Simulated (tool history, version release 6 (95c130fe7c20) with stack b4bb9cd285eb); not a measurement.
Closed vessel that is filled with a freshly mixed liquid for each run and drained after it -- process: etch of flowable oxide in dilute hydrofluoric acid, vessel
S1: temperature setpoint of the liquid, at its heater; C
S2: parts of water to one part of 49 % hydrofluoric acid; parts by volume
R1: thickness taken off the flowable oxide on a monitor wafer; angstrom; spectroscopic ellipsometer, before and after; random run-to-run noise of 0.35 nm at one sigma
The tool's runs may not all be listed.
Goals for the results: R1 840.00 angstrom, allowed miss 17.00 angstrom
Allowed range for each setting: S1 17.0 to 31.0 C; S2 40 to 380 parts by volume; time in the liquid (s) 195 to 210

{"run": 1, "hour": 0.0, "S1": 23.0, "S2": 210, "time in the liquid (s)": 195, "R1": 392.6}
{"run": 2, "hour": 8.4, "S1": 25.5, "S2": 210, "time in the liquid (s)": 195, "R1": 433.28}
{"run": 3, "hour": 12.9, "S1": 25.5, "S2": 210, "time in the liquid (s)": 195, "R1": 431.37}
{"run": 4, "hour": 16.0, "S1": 24.0, "S2": 210, "time in the liquid (s)": 195, "R1": 406.56}
{"run": 5, "hour": 19.6, "S1": 25.5, "S2": 190, "time in the liquid (s)": 195, "R1": 483.31}
{"run": 6, "hour": 22.6, "S1": 26.5, "S2": 175, "time in the liquid (s)": 195, "R1": 557.72}
{"run": 7, "hour": 28.2, "S1": 27.5, "S2": 165, "time in the liquid (s)": 195, "R1": 620.88}
{"run": 8, "hour": 35.5, "S1": 28.5, "S2": 160, "time in the liquid (s)": 195, "R1": 669.74}
{"run": 9, "hour": 42.6, "S1": 31.0, "S2": 135, "time in the liquid (s)": 195, "R1": 896.0}
{"run": 10, "hour": 45.8, "S1": 30.5, "S2": 135, "time in the liquid (s)": 195, "R1": 874.56}

Which of these 4 next moves meets every target?
{"run": "A", "hour": 49.0, "S1": 30.5, "S2": 145, "time in the liquid (s)": 210, "R1": "?"}
{"run": "B", "hour": 49.0, "S1": 31.0, "S2": 145, "time in the liquid (s)": 210, "R1": "?"}
{"run": "C", "hour": 49.0, "S1": 24.5, "S2": 115, "time in the liquid (s)": 210, "R1": "?"}
{"run": "D", "hour": 49.0, "S1": 30.5, "S2": 150, "time in the liquid (s)": 210, "R1": "?"}

move=A R1=867.52
move=B R1=883.20
move=C R1=907.69
move=D R1=833.05
A: gains on the last run, yet a result remains outside its allowed miss
B: misses by more than the last run did
C: misses by more than the last run did
D: every result within its allowed miss
D meets every target.
